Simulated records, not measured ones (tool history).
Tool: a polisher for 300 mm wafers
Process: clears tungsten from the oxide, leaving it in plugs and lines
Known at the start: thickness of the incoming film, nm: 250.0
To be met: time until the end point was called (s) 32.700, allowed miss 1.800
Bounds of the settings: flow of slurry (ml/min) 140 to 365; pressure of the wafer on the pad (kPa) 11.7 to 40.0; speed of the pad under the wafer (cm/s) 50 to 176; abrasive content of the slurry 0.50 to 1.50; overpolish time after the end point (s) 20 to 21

| run | hour | flow of slurry (ml/min) | pressure of the wafer on the pad (kPa) | speed of the pad under the wafer (cm/s) | abrasive content of the slurry | overpolish time after the end point (s) | time until the end point was called (s) |
|---|---|---|---|---|---|---|---|
| 1 | 0.0 | 235 | 25.5 | 112 | 1.00 | 20 | 54.713 |
| 2 | 1.1 | 235 | 25.5 | 112 | 1.00 | 20 | 55.116 |
| 3 | 5.3 | 235 | 29.0 | 114 | 1.00 | 20 | 47.870 |
| 4 | 6.9 | 235 | 31.7 | 116 | 1.00 | 20 | 43.948 |
| 5 | 14.2 | 235 | 33.8 | 118 | 1.00 | 20 | 40.264 |
| 6 | 21.1 | 235 | 35.2 | 120 | 1.00 | 20 | 38.826 |
| 7 | 27.7 | 235 | 36.5 | 122 | 1.00 | 20 | 37.611 |
| 8 | 32.5 | 235 | 37.2 | 124 | 1.00 | 20 | 37.002 |
| 9 | 38.4 | 235 | 37.9 | 126 | 1.00 | 20 | 35.761 |
| 10 | 46.6 | 235 | 38.6 | 128 | 1.00 | 20 | 34.302 |

4 next moves are on the table. One of them brings every result within its allowed miss. Which?
| A | 54.8 | 225 | 40.0 | 132 | 1.05 | 21 | ? |
| B | 54.8 | 225 | 36.5 | 126 | 1.05 | 21 | ? |
| C | 54.8 | 245 | 33.8 | 124 | 1.20 | 20 | ? |
| D | 54.8 | 240 | 37.2 | 120 | 0.95 | 20 | ? |

| move | time until the end point was called (s) |
|---|---|
| A | 32.732 |
| B | 36.658 |
| C | 38.643 |
| D | 37.608 |
A: meets every target
B: further off than the last run
C: further off than the last run
D: further off than the last run
The right move is A.
